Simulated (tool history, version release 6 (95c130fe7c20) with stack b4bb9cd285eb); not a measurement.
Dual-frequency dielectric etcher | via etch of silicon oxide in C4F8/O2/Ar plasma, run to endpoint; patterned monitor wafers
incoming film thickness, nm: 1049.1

run	day	source power (W)	bias power (W)	endpoint time (s)
1	0.000	2360	1986	182.79
2	0.204	2360	2165	179.82
3	0.496	2100	2165	187.52
4	0.679	1960	2146	191.61
5	0.950	2190	2146	185.53
6	1.300	2030	2121	190.39
7	1.533	1910	2103	194.66
8	1.675	1830	2091	197.42

Run 9 is up next; what results do you expect?
9	1.938	1550	2057	?

Run 9 produced endpoint time (s) 210.91.
